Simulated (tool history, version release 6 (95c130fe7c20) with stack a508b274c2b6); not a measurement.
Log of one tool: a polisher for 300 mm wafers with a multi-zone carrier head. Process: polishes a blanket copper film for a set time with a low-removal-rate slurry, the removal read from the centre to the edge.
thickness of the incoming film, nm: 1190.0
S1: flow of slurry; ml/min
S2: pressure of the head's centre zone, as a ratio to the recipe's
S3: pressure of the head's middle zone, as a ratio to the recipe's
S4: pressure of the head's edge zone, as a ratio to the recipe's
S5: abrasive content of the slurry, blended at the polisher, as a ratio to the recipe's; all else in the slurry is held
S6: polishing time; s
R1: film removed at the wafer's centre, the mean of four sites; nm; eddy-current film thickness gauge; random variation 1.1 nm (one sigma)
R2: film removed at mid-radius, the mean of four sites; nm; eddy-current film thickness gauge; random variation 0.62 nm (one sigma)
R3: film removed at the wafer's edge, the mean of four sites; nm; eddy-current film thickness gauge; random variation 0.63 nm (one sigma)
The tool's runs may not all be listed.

run 1 day=0 | S1=255 S2=1 S3=1 S4=1 S5=1 S6=58 | R1=107.35 R2=98.565 R3=96.043
run 2 day=0.325 | S1=235 S2=0.95 S3=0.95 S4=1.02 S5=1 S6=58 | R1=101.69 R2=93.625 R3=96.39
run 3 day=0.433 | S1=235 S2=0.95 S3=0.95 S4=1.02 S5=0.85 S6=58 | R1=97.295 R2=90.98 R3=94.526
run 4 day=0.579 | S1=220 S2=0.92 S3=0.92 S4=1.04 S5=0.85 S6=58 | R1=94.562 R2=86.854 R3=94.146
-- day=0.738 centre zone pressure recalibrated
run 5 day=0.738 | S1=220 S2=0.92 S3=1 S4=1.04 S5=0.85 S6=58 | R1=88.337 R2=93.723 R3=93.484
run 6 day=0.838 | S1=205 S2=0.91 S3=0.97 S4=1.07 S5=0.85 S6=58 | R1=87.148 R2=89.703 R3=94.784
run 7 day=1.054 | S1=195 S2=0.91 S3=0.95 S4=1.09 S5=0.85 S6=58 | R1=86.953 R2=89.908 R3=95.515

The next listed run, before its measurement:
run 8 day=1.317 | S1=190 S2=0.9 S3=0.92 S4=1.1 S5=0.85 S6=58 | R1=? R2=? R3=?

R1: 86.108 nm
R2: 85.86 nm
R3: 94.838 nm
